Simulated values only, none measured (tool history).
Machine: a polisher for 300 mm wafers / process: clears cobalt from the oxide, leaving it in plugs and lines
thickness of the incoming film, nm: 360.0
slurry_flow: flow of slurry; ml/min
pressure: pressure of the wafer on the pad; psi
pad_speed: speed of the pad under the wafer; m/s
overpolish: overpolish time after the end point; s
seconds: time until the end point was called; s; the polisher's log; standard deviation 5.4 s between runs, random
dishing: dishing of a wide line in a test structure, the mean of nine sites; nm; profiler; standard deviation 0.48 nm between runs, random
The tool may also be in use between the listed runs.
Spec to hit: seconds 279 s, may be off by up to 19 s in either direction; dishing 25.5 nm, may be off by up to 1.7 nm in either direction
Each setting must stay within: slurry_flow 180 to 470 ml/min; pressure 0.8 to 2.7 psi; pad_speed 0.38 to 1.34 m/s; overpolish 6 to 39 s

run	hour	slurry_flow	pressure	pad_speed	overpolish	seconds	dishing
1	0	300	1.7	0.86	20	115.58	28.926
2	8.8	300	1.9	0.86	20	110.41	30.272
3	16.5	245	1.9	0.86	20	114.91	30.439
4	21.2	230	1.6	0.76	22	139.77	28.78
5	22.3	230	1.6	0.58	22	175.49	25.781
6	26.1	225	1.4	0.54	25	212.36	25.174
7	27.9	225	1.3	0.54	27	229.19	26.13
8	36.4	225	1.2	0.54	28	238.46	24.945
9	42	225	1.2	0.54	29	237.11	26.367
10	50.6	225	1.1	0.54	29	244.24	25.605

Pick the move, out of 4, that brings all results within their allowed miss; only one does.
A	59.2	205	1.1	0.4	29	?	?
B	59.2	200	1.1	0.48	25	?	?
C	59.2	225	1	0.52	32	?	?
D	59.2	195	1.2	0.46	23	?	?

move	seconds	dishing
A	331.82	22.852
B	287.48	22.71
C	282.11	26.245
D	281.22	21.876
A: pushes the last run's worst result past its target
B: gets the furthest-off result to its target, but another result is out of tolerance
C: in spec on every target
D: gets the furthest-off result to its target, but another result is out of tolerance
Move C is the one to make.
